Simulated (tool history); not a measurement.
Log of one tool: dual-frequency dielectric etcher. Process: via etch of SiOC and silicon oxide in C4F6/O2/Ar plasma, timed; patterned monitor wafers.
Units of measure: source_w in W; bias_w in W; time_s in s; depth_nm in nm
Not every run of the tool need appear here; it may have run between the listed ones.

run	hour	source_w	bias_w	time_s	depth_nm
1	0.0	350	127	61.5	58.128
2	0.7	310	118	61.5	53.968
3	8.5	310	118	61.5	54.228
4	13.7	280	113	61.5	50.871
5	20.4	260	113	61.5	49.163
6	25.2	260	105	61.5	47.770
7	32.5	250	105	61.5	47.306

Run 8 has not been measured yet. What should we expect?
8	34.0	230	104	61.5	?

depth_nm: 45.099 nm
